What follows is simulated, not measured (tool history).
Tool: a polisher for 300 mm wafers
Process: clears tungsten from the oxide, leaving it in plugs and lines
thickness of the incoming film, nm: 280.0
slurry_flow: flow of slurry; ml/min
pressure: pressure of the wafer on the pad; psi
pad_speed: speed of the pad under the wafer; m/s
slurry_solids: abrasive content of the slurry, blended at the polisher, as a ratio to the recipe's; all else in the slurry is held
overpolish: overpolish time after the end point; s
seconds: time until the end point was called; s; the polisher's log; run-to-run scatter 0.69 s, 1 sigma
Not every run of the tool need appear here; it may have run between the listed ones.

run 1 hour=0.0 | slurry_flow=200 pressure=2.8 pad_speed=1.42 slurry_solids=1.0 overpolish=41 | seconds=53.279
run 2 hour=4.4 | slurry_flow=200 pressure=2.8 pad_speed=1.10 slurry_solids=1.0 overpolish=41 | seconds=67.452
run 3 hour=9.5 | slurry_flow=200 pressure=3.1 pad_speed=1.12 slurry_solids=1.0 overpolish=41 | seconds=60.139
run 4 hour=14.2 | slurry_flow=200 pressure=3.1 pad_speed=0.90 slurry_solids=1.0 overpolish=41 | seconds=73.768
run 5 hour=21.8 | slurry_flow=200 pressure=3.5 pad_speed=0.90 slurry_solids=1.0 overpolish=41 | seconds=64.073
run 6 hour=23.9 | slurry_flow=200 pressure=3.5 pad_speed=0.90 slurry_solids=1.0 overpolish=44 | seconds=66.125
run 7 hour=25.7 | slurry_flow=200 pressure=3.7 pad_speed=0.96 slurry_solids=1.0 overpolish=44 | seconds=58.303
run 8 hour=31.4 | slurry_flow=200 pressure=3.9 pad_speed=1.00 slurry_solids=1.0 overpolish=44 | seconds=53.290

Run 9 has not been measured yet. What should we expect?
run 9 hour=36.6 | slurry_flow=200 pressure=4.0 pad_speed=1.02 slurry_solids=1.0 overpolish=44 | seconds=?

{"run 9": {"seconds": 51.358}}
